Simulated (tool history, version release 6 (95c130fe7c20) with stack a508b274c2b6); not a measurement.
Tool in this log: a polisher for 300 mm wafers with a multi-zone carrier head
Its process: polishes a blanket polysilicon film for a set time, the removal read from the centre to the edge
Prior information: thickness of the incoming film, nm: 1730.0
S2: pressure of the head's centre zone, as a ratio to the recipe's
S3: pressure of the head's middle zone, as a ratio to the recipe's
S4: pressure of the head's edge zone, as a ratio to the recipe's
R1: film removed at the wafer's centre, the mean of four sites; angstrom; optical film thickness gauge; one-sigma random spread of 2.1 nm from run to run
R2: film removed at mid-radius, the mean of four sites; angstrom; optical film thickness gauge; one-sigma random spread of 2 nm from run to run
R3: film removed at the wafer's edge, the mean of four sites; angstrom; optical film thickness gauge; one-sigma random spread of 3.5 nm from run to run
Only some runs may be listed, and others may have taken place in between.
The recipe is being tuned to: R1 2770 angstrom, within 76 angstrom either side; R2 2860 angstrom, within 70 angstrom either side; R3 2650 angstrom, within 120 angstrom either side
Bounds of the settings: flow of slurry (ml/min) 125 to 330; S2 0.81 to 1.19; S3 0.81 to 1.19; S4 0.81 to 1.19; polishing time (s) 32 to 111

Run 1, hour 0: flow of slurry (ml/min) 210, S2 1, S3 1, S4 1, polishing time (s) 71. Result: R1 3799.3 angstrom, R2 3881.5 angstrom, R3 3901.5 angstrom.
Run 2, hour 7.8: flow of slurry (ml/min) 210, S2 0.99, S3 0.99, S4 0.94, polishing time (s) 64. Result: R1 3373.8 angstrom, R2 3436.4 angstrom, R3 3433.8 angstrom.
Run 3, hour 12.4: flow of slurry (ml/min) 210, S2 0.99, S3 0.93, S4 0.94, polishing time (s) 64. Result: R1 3354.8 angstrom, R2 3295.6 angstrom, R3 3449.2 angstrom.
Run 4, hour 17.9: flow of slurry (ml/min) 210, S2 0.99, S3 0.93, S4 1.01, polishing time (s) 64. Result: R1 3425.4 angstrom, R2 3278.8 angstrom, R3 3416.8 angstrom.
Run 5, hour 25.7: flow of slurry (ml/min) 235, S2 0.99, S3 0.97, S4 1, polishing time (s) 58. Result: R1 3116.8 angstrom, R2 3123.6 angstrom, R3 3190 angstrom.
Run 6, hour 31.5: flow of slurry (ml/min) 225, S2 1.01, S3 1, S4 0.96, polishing time (s) 55. Result: R1 2959 angstrom, R2 3024.3 angstrom, R3 3071.7 angstrom.
Run 7, hour 39.3: flow of slurry (ml/min) 245, S2 1.03, S3 1.01, S4 0.91, polishing time (s) 53. Result: R1 2919.8 angstrom, R2 2973.4 angstrom, R3 2803.9 angstrom.
Run 8, hour 45.6: flow of slurry (ml/min) 250, S2 1.02, S3 1, S4 0.89, polishing time (s) 52. Result: R1 2892 angstrom, R2 2884.1 angstrom, R3 2776 angstrom.

Of the 5 settings listed for the next run, only one would bring every result within its allowed miss of target. Which one?
Run A, hour 51.9: flow of slurry (ml/min) 220, S2 1.04, S3 0.98, S4 0.98, polishing time (s) 54. Result: R1 ?, R2 ?, R3 ?.
Run B, hour 51.9: flow of slurry (ml/min) 285, S2 1.06, S3 1.01, S4 1.03, polishing time (s) 51. Result: R1 ?, R2 ?, R3 ?.
Run C, hour 51.9: flow of slurry (ml/min) 235, S2 1.01, S3 1.03, S4 0.87, polishing time (s) 51. Result: R1 ?, R2 ?, R3 ?.
Run D, hour 51.9: flow of slurry (ml/min) 245, S2 1.03, S3 0.96, S4 0.87, polishing time (s) 54. Result: R1 ?, R2 ?, R3 ?.
Run E, hour 51.9: flow of slurry (ml/min) 325, S2 1.03, S3 0.94, S4 0.87, polishing time (s) 55. Result: R1 ?, R2 ?, R3 ?.

move      R1      R2      R3
   A  2990.3  2858.3  2939.9
   B  2974.7  2850.7  2891.4
   C    2768  2839.2  2674.1
   D  3004.2  2846.5  2844.5
   E  3158.1  2931.2  2961.6
A: its largest miss is bigger than the last run's
B: its largest miss is bigger than the last run's
C: all results land within tolerance of their targets
D: its largest miss is bigger than the last run's
E: its largest miss is bigger than the last run's
The move that meets every target is C.

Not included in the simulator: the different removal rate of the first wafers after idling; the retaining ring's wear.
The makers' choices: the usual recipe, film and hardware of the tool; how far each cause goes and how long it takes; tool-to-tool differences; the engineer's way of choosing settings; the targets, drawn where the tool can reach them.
